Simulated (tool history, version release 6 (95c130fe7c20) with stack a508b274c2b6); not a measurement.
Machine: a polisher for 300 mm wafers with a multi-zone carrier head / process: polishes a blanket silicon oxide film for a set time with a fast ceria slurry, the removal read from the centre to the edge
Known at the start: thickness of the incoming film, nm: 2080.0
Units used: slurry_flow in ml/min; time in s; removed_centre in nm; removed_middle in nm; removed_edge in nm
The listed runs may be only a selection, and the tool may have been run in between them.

{"run": 1, "hour": 0.0, "slurry_flow": 190, "centre_zone": 1.0, "middle_zone": 1.0, "edge_zone": 1.0, "time": 43, "removed_centre": 808.13, "removed_middle": 796.6, "removed_edge": 805.63}
{"run": 2, "hour": 6.1, "slurry_flow": 165, "centre_zone": 1.0, "middle_zone": 1.0, "edge_zone": 1.0, "time": 43, "removed_centre": 799.89, "removed_middle": 774.47, "removed_edge": 785.05}
{"run": 3, "hour": 9.6, "slurry_flow": 195, "centre_zone": 1.0, "middle_zone": 1.0, "edge_zone": 1.0, "time": 43, "removed_centre": 815.46, "removed_middle": 788.83, "removed_edge": 805.19}
{"run": 4, "hour": 10.9, "slurry_flow": 195, "centre_zone": 1.0, "middle_zone": 0.95, "edge_zone": 1.0, "time": 43, "removed_centre": 812.49, "removed_middle": 772.4, "removed_edge": 810.96}
{"run": 5, "hour": 14.4, "slurry_flow": 210, "centre_zone": 1.0, "middle_zone": 0.95, "edge_zone": 1.0, "time": 43, "removed_centre": 820.46, "removed_middle": 772.86, "removed_edge": 816.8}
{"run": 6, "hour": 21.4, "slurry_flow": 210, "centre_zone": 1.0, "middle_zone": 0.95, "edge_zone": 1.0, "time": 54, "removed_centre": 1035.6, "removed_middle": 974.78, "removed_edge": 1028.7}

Forecast run 7:
{"run": 7, "hour": 23.9, "slurry_flow": 195, "centre_zone": 0.96, "middle_zone": 0.97, "edge_zone": 0.98, "time": 54, "removed_centre": "?", "removed_middle": "?", "removed_edge": "?"}

{"run 7": {"removed_centre": 987.45, "removed_middle": 998.1, "removed_edge": 997.13}}
